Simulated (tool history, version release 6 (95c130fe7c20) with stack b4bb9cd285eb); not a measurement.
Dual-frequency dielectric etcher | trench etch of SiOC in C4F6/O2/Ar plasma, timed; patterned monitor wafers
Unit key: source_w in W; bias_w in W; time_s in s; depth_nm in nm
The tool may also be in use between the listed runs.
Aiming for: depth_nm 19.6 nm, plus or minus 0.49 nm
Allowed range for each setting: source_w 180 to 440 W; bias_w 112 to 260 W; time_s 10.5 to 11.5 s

run  hour  source_w  bias_w  time_s  depth_nm
  1     0       310     186    11.5    22.817
  2   6.3       260     186    11.5    21.513
  3   8.9       250     184    11.5    21.093
  4  12.4       240     183    11.5    20.727
  5  15.9       230     182    11.5    20.525
  6  23.3       230     182    11.5    20.575
  7  28.2       230     182    11.5    20.526
  8  34.5       230     181    11.5    20.562
  9  41.3       230     180    11.5    20.462
 10  42.3       230     179    11.5    20.402
 11  47.6       230     178    11.5    20.471
 12  51.6       230     177    11.5     20.36

Exercise: of the 4 proposed moves below, exactly one satisfies all targets within the stated allowed misses. Which move is it?
  A  55.6       220     176    10.5         ?
  B  55.6       220     191      11         ?
  C  55.6       240     207    11.5         ?
  D  55.6       300     115    10.5         ?

move  depth_nm
   A    18.282
   B     19.56
   C    21.473
   D    18.356
A: carries the result that was furthest off beyond its target, to the other side
B: every result lands within tolerance
C: its largest miss is bigger than the last run's
D: carries the result that was furthest off beyond its target, to the other side
The move that meets every target is B.
